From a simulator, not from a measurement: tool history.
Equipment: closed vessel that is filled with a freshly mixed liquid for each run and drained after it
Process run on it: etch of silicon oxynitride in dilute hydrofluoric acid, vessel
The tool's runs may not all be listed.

run,hour,temperature setpoint of the liquid (C),parts of water to one part of 49 % hydrofluoric acid (parts by volume),time in the liquid (s),thickness taken off the silicon oxynitride on a monitor wafer (angstrom)
1,0,24,215,320,27.231
2,9,25.5,205,320,30.776
3,13.4,25.5,265,320,22.417
4,19.5,26.5,250,320,25.664
5,25.9,27.5,235,320,28.325
6,32.4,28.5,220,320,31.934

Run 7, settings as shown, results not yet in. Your forecast:
7,34.6,29,210,320,?

thickness taken off the silicon oxynitride on a monitor wafer (angstrom): 34.672

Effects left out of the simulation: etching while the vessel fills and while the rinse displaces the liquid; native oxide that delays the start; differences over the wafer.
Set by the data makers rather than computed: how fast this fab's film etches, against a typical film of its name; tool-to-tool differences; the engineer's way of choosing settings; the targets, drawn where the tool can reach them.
